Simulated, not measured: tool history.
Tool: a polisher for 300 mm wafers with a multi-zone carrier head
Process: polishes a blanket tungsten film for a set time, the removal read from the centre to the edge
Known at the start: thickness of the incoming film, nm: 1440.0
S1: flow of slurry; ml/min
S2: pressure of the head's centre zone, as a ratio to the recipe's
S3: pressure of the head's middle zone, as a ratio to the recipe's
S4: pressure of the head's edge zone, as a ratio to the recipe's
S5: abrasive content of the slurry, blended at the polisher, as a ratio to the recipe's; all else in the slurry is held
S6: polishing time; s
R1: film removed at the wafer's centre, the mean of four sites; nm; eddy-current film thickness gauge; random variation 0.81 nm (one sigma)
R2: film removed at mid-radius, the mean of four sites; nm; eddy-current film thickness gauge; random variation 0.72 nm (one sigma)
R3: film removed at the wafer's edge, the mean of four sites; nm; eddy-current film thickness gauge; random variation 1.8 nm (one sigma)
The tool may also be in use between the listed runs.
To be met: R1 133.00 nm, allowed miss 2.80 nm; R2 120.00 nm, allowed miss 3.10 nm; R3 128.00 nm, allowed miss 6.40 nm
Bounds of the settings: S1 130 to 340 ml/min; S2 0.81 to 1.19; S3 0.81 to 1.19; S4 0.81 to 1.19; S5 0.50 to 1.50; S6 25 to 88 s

| run | hour | S1 | S2 | S3 | S4 | S5 | S6 | R1 | R2 | R3 |
|---|---|---|---|---|---|---|---|---|---|---|
| 1 | 0.0 | 220 | 1.00 | 1.00 | 1.00 | 1.00 | 56 | 202.19 | 195.42 | 194.36 |
| 2 | 5.4 | 215 | 0.99 | 0.97 | 0.98 | 0.90 | 54 | 185.32 | 180.22 | 181.67 |
| 3 | 7.6 | 215 | 0.91 | 0.97 | 0.98 | 0.90 | 54 | 172.79 | 181.52 | 181.44 |
| 4 | 10.3 | 215 | 0.99 | 0.97 | 0.98 | 0.90 | 54 | 186.87 | 179.87 | 185.49 |
| 5 | 17.5 | 220 | 1.00 | 0.96 | 0.96 | 0.85 | 51 | 175.16 | 167.96 | 172.96 |
|  | 23.9 | worn pad replaced by a new one |
| 6 | 23.9 | 220 | 0.94 | 0.96 | 0.96 | 0.85 | 51 | 173.21 | 176.02 | 177.71 |
| 7 | 26.4 | 210 | 0.97 | 0.97 | 0.98 | 0.80 | 49 | 169.97 | 167.28 | 174.76 |
| 8 | 34.6 | 210 | 0.97 | 0.94 | 0.95 | 0.80 | 47 | 162.48 | 157.46 | 160.79 |
| 9 | 39.3 | 205 | 0.97 | 0.92 | 0.94 | 0.75 | 46 | 155.93 | 147.16 | 153.17 |
| 10 | 44.2 | 160 | 0.91 | 0.82 | 0.84 | 0.50 | 46 | 125.75 | 118.91 | 128.49 |
| 11 | 52.3 | 165 | 0.92 | 0.82 | 0.84 | 0.50 | 46 | 129.36 | 117.69 | 130.07 |
| 12 | 53.3 | 170 | 0.92 | 0.82 | 0.84 | 0.50 | 46 | 130.73 | 119.28 | 130.46 |

5 next moves are on the table. One of them brings every result within its allowed miss. Which?
| A | 54.3 | 170 | 1.02 | 0.91 | 0.81 | 0.50 | 42 | ? | ? | ? |
| B | 54.3 | 205 | 1.02 | 0.85 | 0.85 | 0.60 | 41 | ? | ? | ? |
| C | 54.3 | 145 | 0.87 | 0.81 | 0.85 | 0.55 | 47 | ? | ? | ? |
| D | 54.3 | 140 | 0.96 | 0.84 | 0.81 | 0.55 | 46 | ? | ? | ? |
| E | 54.3 | 130 | 0.94 | 0.84 | 0.86 | 0.50 | 46 | ? | ? | ? |

| move | R1 | R2 | R3 |
|---|---|---|---|
| A | 131.26 | 118.74 | 119.83 |
| B | 137.81 | 117.71 | 127.25 |
| C | 124.12 | 120.68 | 137.49 |
| D | 133.19 | 120.73 | 131.17 |
| E | 125.50 | 116.41 | 130.29 |
A: brings the result that was furthest off to its target, and leaves another outside
B: takes the result that was furthest off past its target
C: further off than the last run
D: meets every target
E: further off than the last run
The right move is D.
